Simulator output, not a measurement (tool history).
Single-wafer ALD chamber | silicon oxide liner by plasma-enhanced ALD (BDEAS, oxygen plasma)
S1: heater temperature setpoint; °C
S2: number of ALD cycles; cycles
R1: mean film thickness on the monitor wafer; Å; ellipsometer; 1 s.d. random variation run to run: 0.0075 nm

Run 1, hour 0.0: S1 315 °C, S2 30 cycles. Result: R1 27.041 Å.
Run 2, hour 4.8: S1 315 °C, S2 29 cycles. Result: R1 26.229 Å.
Run 3, hour 13.2: S1 315 °C, S2 31 cycles. Result: R1 28.253 Å.
Run 4, hour 20.5: S1 315 °C, S2 29 cycles. Result: R1 26.414 Å.
Run 5, hour 21.4: S1 315 °C, S2 27 cycles. Result: R1 24.580 Å.
Run 6, hour 26.9: S1 321 °C, S2 27 cycles. Result: R1 24.413 Å.

Run 7 has not been measured yet. What should we expect?
Run 7, hour 31.8: S1 321 °C, S2 26 cycles. Result: R1 ?.

Run 7 measured R1 23.303 Å.

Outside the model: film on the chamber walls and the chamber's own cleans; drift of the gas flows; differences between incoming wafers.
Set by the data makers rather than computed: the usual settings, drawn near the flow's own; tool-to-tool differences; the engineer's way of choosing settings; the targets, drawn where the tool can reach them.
